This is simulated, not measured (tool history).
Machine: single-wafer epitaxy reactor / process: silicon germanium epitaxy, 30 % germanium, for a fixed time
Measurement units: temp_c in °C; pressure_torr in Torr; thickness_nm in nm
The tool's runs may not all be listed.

run	hour	temp_c	pressure_torr	thickness_nm
1	0.0	590	19.6	49.755
2	2.0	582	19.5	41.588
3	4.1	582	16.9	38.868
4	7.2	582	19.9	42.010
5	15.8	586	19.9	45.818
6	22.5	594	19.9	54.278
7	30.6	594	19.9	54.054
8	37.2	586	19.9	45.934
9	38.7	581	19.9	41.076
10	41.5	577	19.9	37.737

Run 11 has not been measured yet. What should we expect?
11	48.8	568	19.8	?

thickness_nm: 30.862 nm
